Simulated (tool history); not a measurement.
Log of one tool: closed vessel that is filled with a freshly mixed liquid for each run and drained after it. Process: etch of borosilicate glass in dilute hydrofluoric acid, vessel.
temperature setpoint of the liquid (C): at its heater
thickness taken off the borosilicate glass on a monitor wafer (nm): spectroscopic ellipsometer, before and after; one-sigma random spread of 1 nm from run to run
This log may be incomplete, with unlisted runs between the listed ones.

run,hour,temperature setpoint of the liquid (C),parts of water to one part of 49 % hydrofluoric acid (parts by volume),time in the liquid (s),thickness taken off the borosilicate glass on a monitor wafer (nm)
1,0,24,45,100,93.402
2,6.7,24,45,100,93.5
3,9.4,24,55,100,75.848
4,15.1,26,45,100,101.62
5,19.6,23.5,45,100,91.773
6,24.6,23.5,45,105,96.708

Run 7 is up next; what results do you expect?
7,28.8,25.5,40,105,?

{"run 7": {"thickness taken off the borosilicate glass on a monitor wafer (nm)": 119}}
